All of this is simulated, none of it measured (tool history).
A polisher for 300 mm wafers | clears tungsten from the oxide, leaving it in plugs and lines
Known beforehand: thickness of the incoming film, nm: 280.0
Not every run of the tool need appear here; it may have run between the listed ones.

run	day	flow of slurry (ml/min)	pressure of the wafer on the pad (kPa)	speed of the pad under the wafer (m/s)	abrasive content of the slurry	overpolish time after the end point (s)	time until the end point was called (s)
1	0	270	33.1	1.24	1	32	46.431
2	0.221	270	30.3	1.2	1	32	51.243
3	0.558	270	24.1	1.2	1	32	61.614
4	0.612	270	24.1	1.2	1.2	32	58.717
5	0.833	270	22.8	1.16	1.2	32	65.104
6	1.012	270	21.4	1.14	1.2	32	68.917
# day 1.242: slurry blender recalibrated
7	1.242	270	20.7	1.12	1.2	32	68.666
8	1.512	265	15.2	0.84	1.15	32	111.3
9	1.662	265	15.9	0.84	1.15	32	109.49

Run 10, settings as shown, results not yet in. Your forecast:
10	1.7	265	16.5	0.84	1.15	32	?

{"run 10": {"time until the end point was called (s)": 103.7}}
